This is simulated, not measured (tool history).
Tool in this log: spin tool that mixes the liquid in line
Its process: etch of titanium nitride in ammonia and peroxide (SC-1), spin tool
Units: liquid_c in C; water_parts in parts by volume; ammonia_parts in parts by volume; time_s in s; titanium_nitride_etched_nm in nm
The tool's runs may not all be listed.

Run 1, hour 0.0: liquid_c 58.0 C, water_parts 6.5 parts by volume, ammonia_parts 0.55 parts by volume, time_s 320 s. Result: titanium_nitride_etched_nm 38.413 nm.
Run 2, hour 2.1: liquid_c 58.0 C, water_parts 6.5 parts by volume, ammonia_parts 0.55 parts by volume, time_s 340 s. Result: titanium_nitride_etched_nm 40.818 nm.
Run 3, hour 9.1: liquid_c 55.0 C, water_parts 6.5 parts by volume, ammonia_parts 0.55 parts by volume, time_s 340 s. Result: titanium_nitride_etched_nm 33.205 nm.
Run 4, hour 17.4: liquid_c 55.0 C, water_parts 7.5 parts by volume, ammonia_parts 0.55 parts by volume, time_s 340 s. Result: titanium_nitride_etched_nm 30.861 nm.
Run 5, hour 23.8: liquid_c 53.0 C, water_parts 7.5 parts by volume, ammonia_parts 0.55 parts by volume, time_s 340 s. Result: titanium_nitride_etched_nm 27.171 nm.
Run 6, hour 31.7: liquid_c 53.0 C, water_parts 9.5 parts by volume, ammonia_parts 0.55 parts by volume, time_s 340 s. Result: titanium_nitride_etched_nm 24.178 nm.
Run 7, hour 35.9: liquid_c 51.5 C, water_parts 9.5 parts by volume, ammonia_parts 0.55 parts by volume, time_s 340 s. Result: titanium_nitride_etched_nm 21.703 nm.

The next listed run, before its measurement:
Run 8, hour 39.0: liquid_c 50.5 C, water_parts 9.5 parts by volume, ammonia_parts 0.55 parts by volume, time_s 340 s. Result: titanium_nitride_etched_nm ?.

{"run 8": {"titanium_nitride_etched_nm": 19.923}}
